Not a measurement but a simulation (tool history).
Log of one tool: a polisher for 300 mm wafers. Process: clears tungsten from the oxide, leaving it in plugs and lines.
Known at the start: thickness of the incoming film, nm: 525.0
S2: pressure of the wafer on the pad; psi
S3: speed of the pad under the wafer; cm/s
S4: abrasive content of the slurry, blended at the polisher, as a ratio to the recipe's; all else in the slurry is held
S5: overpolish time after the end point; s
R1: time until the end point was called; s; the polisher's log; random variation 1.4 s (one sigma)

Run 1, day 0: flow of slurry (ml/min) 160, S2 4.8 psi, S3 116 cm/s, S4 1, S5 23 s. Result: R1 72.356 s.
Run 2, day 0.108: flow of slurry (ml/min) 160, S2 4.8 psi, S3 116 cm/s, S4 1, S5 23 s. Result: R1 74.213 s.
Run 3, day 0.462: flow of slurry (ml/min) 160, S2 4.3 psi, S3 116 cm/s, S4 1, S5 23 s. Result: R1 82.631 s.
Run 4, day 0.604: flow of slurry (ml/min) 160, S2 4.3 psi, S3 116 cm/s, S4 1, S5 23 s. Result: R1 81.708 s.
Run 5, day 0.738: flow of slurry (ml/min) 160, S2 4.3 psi, S3 116 cm/s, S4 1, S5 25 s. Result: R1 82.086 s.
Run 6, day 0.788: flow of slurry (ml/min) 160, S2 4.3 psi, S3 116 cm/s, S4 1, S5 25 s. Result: R1 81.633 s.
Run 7, day 1.079: flow of slurry (ml/min) 160, S2 3.9 psi, S3 116 cm/s, S4 1, S5 25 s. Result: R1 90.234 s.

Run 8 comes next. What will it give?
Run 8, day 1.312: flow of slurry (ml/min) 160, S2 3.7 psi, S3 116 cm/s, S4 1, S5 25 s. Result: R1 ?.

{"run 8": {"R1": 95.014}}
